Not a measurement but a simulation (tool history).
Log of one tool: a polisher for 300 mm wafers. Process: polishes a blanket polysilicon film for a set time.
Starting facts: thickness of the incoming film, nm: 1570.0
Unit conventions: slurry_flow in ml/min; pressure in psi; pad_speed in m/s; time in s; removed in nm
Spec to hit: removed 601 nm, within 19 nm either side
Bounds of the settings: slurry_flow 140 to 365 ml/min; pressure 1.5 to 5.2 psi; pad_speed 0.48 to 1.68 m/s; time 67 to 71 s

run,hour,slurry_flow,pressure,pad_speed,time,removed
1,0,235,3.3,1.08,67,635.39
2,8,235,3.3,1.08,71,695.48
3,15.2,290,3.3,1.08,71,685.75
4,18.5,290,3.8,1.08,71,796.18
5,27.4,290,3.5,1.08,71,731.8
# hour 28.8: worn pad replaced by a new one
6,28.8,290,3.3,1.08,71,759.99
7,32.4,255,3.2,1.08,71,711.61
8,37,255,2.9,1.08,71,662.54
9,45.4,255,2.8,1.08,71,633.38

Exercise: of the 4 proposed moves below, exactly one satisfies all targets within the stated allowed misses. Which move is it?
A,53.8,240,2.8,1.16,71,?
B,53.8,240,3,0.9,68,?
C,53.8,365,2.4,1.14,71,?
D,53.8,255,2.8,1,67,?

move,removed
A,671.87
B,537.97
C,591.22
D,552.49
A: further off than the last run
B: pushes the last run's worst result past its target
C: each result inside its tolerance
D: pushes the last run's worst result past its target
C meets every target.
